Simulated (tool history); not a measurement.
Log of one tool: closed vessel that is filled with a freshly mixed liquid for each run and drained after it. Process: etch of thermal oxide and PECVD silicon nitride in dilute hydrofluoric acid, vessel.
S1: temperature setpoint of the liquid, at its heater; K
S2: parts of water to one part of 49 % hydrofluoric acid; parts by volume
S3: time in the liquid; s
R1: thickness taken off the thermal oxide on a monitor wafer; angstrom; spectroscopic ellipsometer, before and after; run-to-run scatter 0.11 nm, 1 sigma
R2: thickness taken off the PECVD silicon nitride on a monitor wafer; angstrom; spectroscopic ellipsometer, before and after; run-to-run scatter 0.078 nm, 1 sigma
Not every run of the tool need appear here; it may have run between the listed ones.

run  hour      S1   S2   S3      R1      R2
  1   0.0  299.15  115  570  206.15  206.07
  2   8.0  302.15  115  570  231.11  245.27
  3   8.7  300.65  115  570  219.62  223.38
  4  11.1  300.65  115  695  265.94  271.39
  5  16.8  299.65  135  710  217.50  223.98
     22.6  -- hydrofluoric acid flow meter replaced
  6  22.6  298.65  150  725  205.16  206.98
  7  23.2  298.15  165  715  180.22  180.98
  8  30.8  298.15  175  700  164.67  169.18

The next listed run, before its measurement:
  9  32.1  297.65  185  690   ?   ?

R1: 149.16 angstrom
R2: 150.21 angstrom
